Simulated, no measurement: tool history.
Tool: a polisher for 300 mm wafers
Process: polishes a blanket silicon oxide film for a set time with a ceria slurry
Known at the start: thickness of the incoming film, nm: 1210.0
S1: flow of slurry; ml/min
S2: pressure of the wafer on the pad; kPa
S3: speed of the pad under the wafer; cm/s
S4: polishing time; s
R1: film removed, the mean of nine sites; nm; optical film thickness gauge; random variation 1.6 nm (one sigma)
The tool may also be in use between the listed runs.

Run 1, hour 0.0: S1 250 ml/min, S2 19.3 kPa, S3 96 cm/s, S4 26 s. Result: R1 83.719 nm.
Run 2, hour 5.0: S1 250 ml/min, S2 20.0 kPa, S3 96 cm/s, S4 26 s. Result: R1 84.798 nm.
Run 3, hour 10.7: S1 250 ml/min, S2 20.0 kPa, S3 96 cm/s, S4 26 s. Result: R1 87.064 nm.
Run 4, hour 16.3: S1 250 ml/min, S2 20.7 kPa, S3 96 cm/s, S4 26 s. Result: R1 87.805 nm.
Run 5, hour 24.7: S1 250 ml/min, S2 16.5 kPa, S3 96 cm/s, S4 26 s. Result: R1 72.740 nm.
Run 6, hour 28.1: S1 250 ml/min, S2 17.9 kPa, S3 96 cm/s, S4 26 s. Result: R1 77.866 nm.
Run 7, hour 33.5: S1 250 ml/min, S2 19.3 kPa, S3 96 cm/s, S4 26 s. Result: R1 83.017 nm.

Forecast run 8:
Run 8, hour 39.4: S1 250 ml/min, S2 20.7 kPa, S3 96 cm/s, S4 26 s. Result: R1 ?.

Run 8 gave R1 86.972 nm.
